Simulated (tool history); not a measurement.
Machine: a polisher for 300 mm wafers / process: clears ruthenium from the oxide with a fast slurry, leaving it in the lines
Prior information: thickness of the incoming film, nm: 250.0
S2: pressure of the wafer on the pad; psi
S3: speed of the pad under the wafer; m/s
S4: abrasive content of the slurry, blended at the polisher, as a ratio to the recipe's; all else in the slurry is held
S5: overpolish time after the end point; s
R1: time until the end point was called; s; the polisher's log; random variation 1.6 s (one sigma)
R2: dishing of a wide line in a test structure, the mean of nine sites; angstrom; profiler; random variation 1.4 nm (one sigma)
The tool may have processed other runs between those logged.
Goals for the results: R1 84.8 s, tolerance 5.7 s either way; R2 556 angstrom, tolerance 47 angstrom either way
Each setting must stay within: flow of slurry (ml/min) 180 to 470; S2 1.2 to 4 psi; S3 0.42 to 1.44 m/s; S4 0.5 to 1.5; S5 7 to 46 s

Run 1, day 0: flow of slurry (ml/min) 300, S2 2.6 psi, S3 0.92 m/s, S4 1, S5 24 s. Result: R1 55.299 s, R2 622.27 angstrom.
Run 2, day 0.112: flow of slurry (ml/min) 300, S2 2.6 psi, S3 0.92 m/s, S4 1, S5 34 s. Result: R1 56.007 s, R2 734.53 angstrom.
Run 3, day 0.321: flow of slurry (ml/min) 300, S2 2.4 psi, S3 0.9 m/s, S4 1, S5 34 s. Result: R1 61.965 s, R2 694.49 angstrom.
Run 4, day 0.404: flow of slurry (ml/min) 300, S2 2.4 psi, S3 0.9 m/s, S4 1, S5 42 s. Result: R1 60.037 s, R2 835.15 angstrom.
Run 5, day 0.492: flow of slurry (ml/min) 300, S2 2.2 psi, S3 0.9 m/s, S4 1, S5 40 s. Result: R1 67.67 s, R2 753.25 angstrom.
Run 6, day 0.742: flow of slurry (ml/min) 245, S2 2.2 psi, S3 0.9 m/s, S4 1, S5 40 s. Result: R1 69.324 s, R2 751.27 angstrom.
Run 7, day 1.083: flow of slurry (ml/min) 245, S2 2.1 psi, S3 0.9 m/s, S4 1, S5 38 s. Result: R1 69.988 s, R2 653.88 angstrom.
Run 8, day 1.354: flow of slurry (ml/min) 245, S2 2 psi, S3 0.9 m/s, S4 1, S5 38 s. Result: R1 72.653 s, R2 691 angstrom.
Run 9, day 1.408: flow of slurry (ml/min) 245, S2 1.9 psi, S3 0.9 m/s, S4 1, S5 36 s. Result: R1 79.249 s, R2 644.43 angstrom.
Run 10, day 1.438: flow of slurry (ml/min) 245, S2 1.9 psi, S3 0.9 m/s, S4 1, S5 35 s. Result: R1 77.824 s, R2 622.1 angstrom.

Which one of the following 5 next-run settings gets every result inside its allowed miss? There is exactly one.
Run A, day 1.467: flow of slurry (ml/min) 200, S2 2.1 psi, S3 0.92 m/s, S4 1.1, S5 23 s. Result: R1 ?, R2 ?.
Run B, day 1.467: flow of slurry (ml/min) 240, S2 1.5 psi, S3 1.12 m/s, S4 1.3, S5 39 s. Result: R1 ?, R2 ?.
Run C, day 1.467: flow of slurry (ml/min) 275, S2 1.9 psi, S3 0.82 m/s, S4 1, S5 32 s. Result: R1 ?, R2 ?.
Run D, day 1.467: flow of slurry (ml/min) 300, S2 2 psi, S3 0.94 m/s, S4 1, S5 32 s. Result: R1 ?, R2 ?.
Run E, day 1.467: flow of slurry (ml/min) 215, S2 1.7 psi, S3 1.18 m/s, S4 0.8, S5 24 s. Result: R1 ?, R2 ?.

move      R1      R2
   A  66.599  525.69
   B  70.679  709.47
   C  82.946  567.59
   D  68.781   641.1
   E  71.616  514.57
A: the worst result of the last run now meets its target, but another is out of spec
B: the biggest miss grows against the last run
C: all results in spec
D: the biggest miss grows against the last run
E: the worst result of the last run now meets its target, but another is out of spec
C is the move that brings every result within its allowed miss.
